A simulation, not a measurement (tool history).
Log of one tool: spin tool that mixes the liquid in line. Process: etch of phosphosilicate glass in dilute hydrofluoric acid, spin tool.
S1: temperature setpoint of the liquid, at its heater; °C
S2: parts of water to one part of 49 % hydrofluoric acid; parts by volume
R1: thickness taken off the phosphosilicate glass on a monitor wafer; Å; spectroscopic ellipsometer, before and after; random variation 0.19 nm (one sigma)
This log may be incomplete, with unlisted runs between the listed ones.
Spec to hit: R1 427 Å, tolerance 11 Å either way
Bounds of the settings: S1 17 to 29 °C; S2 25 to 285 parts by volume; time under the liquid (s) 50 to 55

run 1 day=0 | S1=21 S2=155 time_under_the_liquid_(s)=50 | R1=285.26
run 2 day=0.088 | S1=22.5 S2=150 time_under_the_liquid_(s)=50 | R1=317.38
run 3 day=0.275 | S1=22.5 S2=120 time_under_the_liquid_(s)=50 | R1=410.39
run 4 day=0.533 | S1=22.5 S2=85 time_under_the_liquid_(s)=50 | R1=600.65
-- day=0.571 thermometer replaced
run 5 day=0.571 | S1=22.5 S2=85 time_under_the_liquid_(s)=50 | R1=571.63
run 6 day=0.921 | S1=22.5 S2=60 time_under_the_liquid_(s)=50 | R1=839.78
run 7 day=1.05 | S1=21.5 S2=70 time_under_the_liquid_(s)=50 | R1=678.02
run 8 day=1.3 | S1=20.5 S2=75 time_under_the_liquid_(s)=50 | R1=602.64
run 9 day=1.571 | S1=20 S2=80 time_under_the_liquid_(s)=50 | R1=547.76
run 10 day=1.633 | S1=19.5 S2=80 time_under_the_liquid_(s)=50 | R1=540.6
run 11 day=1.804 | S1=17 S2=105 time_under_the_liquid_(s)=50 | R1=361.1
run 12 day=1.967 | S1=20 S2=105 time_under_the_liquid_(s)=50 | R1=405.77

Below are 4 possible settings for the next run. Only one of them brings all results inside the allowed miss of their targets. Which is it?
run A day=2.129 | S1=18.5 S2=110 time_under_the_liquid_(s)=55 | R1=?
run B day=2.129 | S1=19.5 S2=105 time_under_the_liquid_(s)=50 | R1=?
run C day=2.129 | S1=17 S2=90 time_under_the_liquid_(s)=50 | R1=?
run D day=2.129 | S1=20.5 S2=110 time_under_the_liquid_(s)=50 | R1=?

move=A R1=399.25
move=B R1=398.39
move=C R1=425.49
move=D R1=393.97
A: moves away from the targets compared with the last run
B: moves away from the targets compared with the last run
C: each result inside its tolerance
D: moves away from the targets compared with the last run
C meets every target.

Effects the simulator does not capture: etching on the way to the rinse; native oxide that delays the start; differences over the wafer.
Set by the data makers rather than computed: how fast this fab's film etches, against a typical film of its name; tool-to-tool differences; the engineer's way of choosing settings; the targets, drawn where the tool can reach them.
